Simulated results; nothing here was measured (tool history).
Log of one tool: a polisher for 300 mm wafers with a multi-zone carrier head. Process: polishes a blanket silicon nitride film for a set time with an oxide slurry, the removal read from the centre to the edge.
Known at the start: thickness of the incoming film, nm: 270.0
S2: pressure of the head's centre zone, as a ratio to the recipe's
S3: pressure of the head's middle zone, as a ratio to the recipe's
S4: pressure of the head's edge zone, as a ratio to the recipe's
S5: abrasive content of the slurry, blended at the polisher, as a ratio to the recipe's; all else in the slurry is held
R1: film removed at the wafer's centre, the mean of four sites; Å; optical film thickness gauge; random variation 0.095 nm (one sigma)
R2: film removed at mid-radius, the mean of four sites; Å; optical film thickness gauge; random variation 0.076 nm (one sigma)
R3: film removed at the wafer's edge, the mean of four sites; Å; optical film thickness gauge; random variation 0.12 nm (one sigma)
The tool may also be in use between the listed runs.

Run 1, hour 0: flow of slurry (ml/min) 235, S2 1, S3 1, S4 1, S5 1, polishing time (s) 38. Result: R1 247.55 Å, R2 259.05 Å, R3 258.35 Å.
Run 2, hour 8.6: flow of slurry (ml/min) 235, S2 0.99, S3 1, S4 0.98, S5 0.95, polishing time (s) 36. Result: R1 227.38 Å, R2 241.09 Å, R3 237.91 Å.
Run 3, hour 11.8: flow of slurry (ml/min) 285, S2 0.99, S3 1, S4 0.98, S5 0.95, polishing time (s) 36. Result: R1 235.13 Å, R2 240.71 Å, R3 243.72 Å.
Run 4, hour 19.1: flow of slurry (ml/min) 285, S2 0.99, S3 1, S4 0.98, S5 0.85, polishing time (s) 36. Result: R1 220.66 Å, R2 226.26 Å, R3 228.08 Å.
Run 5, hour 24.7: flow of slurry (ml/min) 285, S2 1.03, S3 1, S4 0.98, S5 0.85, polishing time (s) 36. Result: R1 230.1 Å, R2 228.76 Å, R3 226.9 Å.
Run 6, hour 29.3: flow of slurry (ml/min) 285, S2 1.03, S3 0.92, S4 0.98, S5 0.85, polishing time (s) 36. Result: R1 227.78 Å, R2 214.31 Å, R3 225.7 Å.
Run 7, hour 38: flow of slurry (ml/min) 250, S2 0.93, S3 0.97, S4 0.88, S5 0.6, polishing time (s) 26. Result: R1 120.06 Å, R2 128.48 Å, R3 129.25 Å.
Run 8, hour 44.1: flow of slurry (ml/min) 245, S2 0.93, S3 0.98, S4 0.87, S5 0.6, polishing time (s) 26. Result: R1 119.36 Å, R2 130.08 Å, R3 127.22 Å.
Run 9, hour 49.6: flow of slurry (ml/min) 210, S2 0.96, S3 0.98, S4 0.81, S5 0.55, polishing time (s) 26. Result: R1 114.74 Å, R2 120.36 Å, R3 115.48 Å.
Run 10, hour 50.2: flow of slurry (ml/min) 215, S2 0.96, S3 0.98, S4 0.81, S5 0.55, polishing time (s) 26. Result: R1 113.51 Å, R2 119.52 Å, R3 113.09 Å.
Run 11, hour 54: flow of slurry (ml/min) 220, S2 0.96, S3 0.98, S4 0.81, S5 0.55, polishing time (s) 26. Result: R1 115.1 Å, R2 121.11 Å, R3 114.21 Å.

Run 12 comes next. What will it give?
Run 12, hour 57: flow of slurry (ml/min) 225, S2 0.96, S3 0.98, S4 0.81, S5 0.55, polishing time (s) 26. Result: R1 ?, R2 ?, R3 ?.

Run 12 gave R1 115.15 Å, R2 121.18 Å, R3 118.39 Å.
